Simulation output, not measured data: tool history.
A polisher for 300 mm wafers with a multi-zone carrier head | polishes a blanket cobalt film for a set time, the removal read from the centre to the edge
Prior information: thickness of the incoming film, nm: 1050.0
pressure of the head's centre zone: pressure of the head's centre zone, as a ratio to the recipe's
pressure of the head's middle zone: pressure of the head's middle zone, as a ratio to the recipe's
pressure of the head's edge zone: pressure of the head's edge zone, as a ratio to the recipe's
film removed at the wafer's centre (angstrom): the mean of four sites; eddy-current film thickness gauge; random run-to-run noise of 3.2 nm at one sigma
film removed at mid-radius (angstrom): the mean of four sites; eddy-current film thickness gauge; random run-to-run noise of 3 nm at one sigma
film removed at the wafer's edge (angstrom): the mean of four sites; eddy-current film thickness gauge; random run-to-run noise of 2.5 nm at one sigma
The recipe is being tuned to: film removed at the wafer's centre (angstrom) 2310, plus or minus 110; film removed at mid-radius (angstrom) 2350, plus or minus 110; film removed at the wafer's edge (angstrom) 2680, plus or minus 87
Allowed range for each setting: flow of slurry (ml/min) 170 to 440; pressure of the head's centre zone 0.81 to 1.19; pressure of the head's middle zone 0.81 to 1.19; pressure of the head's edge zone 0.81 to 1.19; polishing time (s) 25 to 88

run	day	flow of slurry (ml/min)	pressure of the head's centre zone	pressure of the head's middle zone	pressure of the head's edge zone	polishing time (s)	film removed at the wafer's centre (angstrom)	film removed at mid-radius (angstrom)	film removed at the wafer's edge (angstrom)
1	0	280	1	1	1	56	2120	2079.6	2171.9
2	0.229	280	1	1	1.05	56	2169.3	2077.6	2196.9
3	0.379	280	1	1	1.05	68	2571.2	2541.6	2650.8
4	0.679	275	0.97	0.98	1.06	68	2447.1	2489.9	2678.3
5	0.729	275	0.97	1.05	1.06	68	2564.2	2695.7	2647.1
6	0.983	220	0.97	1.05	1.06	68	2438.3	2506.3	2587.2
7	1.088	210	0.96	1.03	1.07	69	2350	2519.6	2655.7
8	1.217	205	0.97	1.01	1.07	69	2412.8	2489.8	2662.9

Which of these 5 next moves meets every target?
A	1.346	170	0.93	0.93	1.07	71	?	?	?
B	1.346	205	0.85	1.11	1.04	67	?	?	?
C	1.346	210	1.09	0.92	1.11	68	?	?	?
D	1.346	175	1	0.97	1.09	76	?	?	?
E	1.346	215	0.85	0.94	1.13	75	?	?	?

move	film removed at the wafer's centre (angstrom)	film removed at mid-radius (angstrom)	film removed at the wafer's edge (angstrom)
A	2311.9	2336.4	2617.4
B	2086.6	2653.5	2508.4
C	2692.2	2304	2607
D	2670.7	2605.3	2827.1
E	2353.2	2600	2897.5
A: in spec on every target
B: the biggest miss grows against the last run
C: the furthest-off result lands on target, but another misses its tolerance
D: the biggest miss grows against the last run
E: the biggest miss grows against the last run
A meets every target.
